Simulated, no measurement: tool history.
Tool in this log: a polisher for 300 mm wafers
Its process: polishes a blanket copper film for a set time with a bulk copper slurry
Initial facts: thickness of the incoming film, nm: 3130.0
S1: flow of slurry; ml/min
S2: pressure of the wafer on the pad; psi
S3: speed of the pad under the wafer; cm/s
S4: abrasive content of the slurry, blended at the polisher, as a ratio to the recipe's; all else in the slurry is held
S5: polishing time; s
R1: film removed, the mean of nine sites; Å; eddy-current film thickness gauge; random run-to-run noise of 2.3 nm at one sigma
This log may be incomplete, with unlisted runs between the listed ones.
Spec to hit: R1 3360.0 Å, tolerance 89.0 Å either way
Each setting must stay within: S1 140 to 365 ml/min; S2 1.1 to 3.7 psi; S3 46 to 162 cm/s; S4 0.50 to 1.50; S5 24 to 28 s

| run | hour | S1 | S2 | S3 | S4 | S5 | R1 |
|---|---|---|---|---|---|---|---|
| 1 | 0.0 | 235 | 2.4 | 104 | 1.00 | 28 | 2377.5 |
| 2 | 8.6 | 235 | 2.4 | 92 | 1.00 | 28 | 2092.6 |
| 3 | 13.4 | 185 | 2.4 | 92 | 1.00 | 28 | 2057.8 |
| 4 | 19.3 | 190 | 2.7 | 92 | 1.00 | 28 | 2291.2 |
| 5 | 22.5 | 190 | 2.7 | 92 | 1.00 | 24 | 1949.2 |
| 6 | 27.3 | 160 | 2.7 | 92 | 1.00 | 24 | 1875.2 |
| 7 | 33.9 | 205 | 3.0 | 92 | 1.00 | 24 | 2179.3 |
| 8 | 40.4 | 225 | 3.2 | 96 | 1.00 | 24 | 2461.5 |
| 9 | 41.7 | 245 | 3.3 | 98 | 1.00 | 24 | 2615.9 |
| 10 | 46.5 | 245 | 3.7 | 108 | 1.00 | 24 | 3234.9 |
| 11 | 49.0 | 245 | 3.7 | 108 | 1.00 | 24 | 3194.6 |

Consider the 5 candidate settings below. Which is the only one whose results all fall within their allowed miss of target?
| A | 51.5 | 240 | 3.6 | 102 | 1.00 | 24 | ? |
| B | 51.5 | 290 | 3.0 | 110 | 1.00 | 26 | ? |
| C | 51.5 | 185 | 3.6 | 108 | 0.95 | 25 | ? |
| D | 51.5 | 320 | 3.7 | 110 | 0.85 | 25 | ? |
| E | 51.5 | 235 | 3.5 | 106 | 1.05 | 25 | ? |

| move | R1 |
|---|---|
| A | 2958.8 |
| B | 2944.2 |
| C | 3116.7 |
| D | 3406.7 |
| E | 3132.3 |
A: its largest miss is bigger than the last run's
B: its largest miss is bigger than the last run's
C: its largest miss is bigger than the last run's
D: hits every target within its allowed miss
E: its largest miss is bigger than the last run's
Correct choice: D, which meets every target

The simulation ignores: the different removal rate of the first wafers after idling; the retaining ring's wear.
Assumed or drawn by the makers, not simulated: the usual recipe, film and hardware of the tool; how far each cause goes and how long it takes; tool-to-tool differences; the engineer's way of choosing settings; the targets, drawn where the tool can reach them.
